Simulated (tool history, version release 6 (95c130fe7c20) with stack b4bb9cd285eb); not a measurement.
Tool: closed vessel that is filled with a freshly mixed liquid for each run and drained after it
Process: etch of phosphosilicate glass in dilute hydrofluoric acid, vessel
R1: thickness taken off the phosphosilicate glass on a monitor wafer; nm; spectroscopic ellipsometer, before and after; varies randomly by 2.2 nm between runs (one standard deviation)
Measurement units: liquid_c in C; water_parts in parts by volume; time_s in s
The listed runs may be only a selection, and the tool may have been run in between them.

Run 1, hour 0: liquid_c 25 C, water_parts 85 parts by volume, time_s 100 s. Result: R1 105.15 nm.
Run 2, hour 6.5: liquid_c 25 C, water_parts 85 parts by volume, time_s 100 s. Result: R1 105.09 nm.
Run 3, hour 8.7: liquid_c 27.5 C, water_parts 70 parts by volume, time_s 100 s. Result: R1 144.64 nm.
Run 4, hour 18: liquid_c 29 C, water_parts 65 parts by volume, time_s 100 s. Result: R1 165.92 nm.
Run 5, hour 19.3: liquid_c 30 C, water_parts 60 parts by volume, time_s 100 s. Result: R1 188.24 nm.
Run 6, hour 23.8: liquid_c 26.5 C, water_parts 60 parts by volume, time_s 100 s. Result: R1 164.69 nm.
Run 7, hour 25.7: liquid_c 28.5 C, water_parts 55 parts by volume, time_s 100 s. Result: R1 192.98 nm.

Run 8 comes next. What will it give?
Run 8, hour 28.5: liquid_c 30 C, water_parts 55 parts by volume, time_s 100 s. Result: R1 ?.

R1: 209.15 nm

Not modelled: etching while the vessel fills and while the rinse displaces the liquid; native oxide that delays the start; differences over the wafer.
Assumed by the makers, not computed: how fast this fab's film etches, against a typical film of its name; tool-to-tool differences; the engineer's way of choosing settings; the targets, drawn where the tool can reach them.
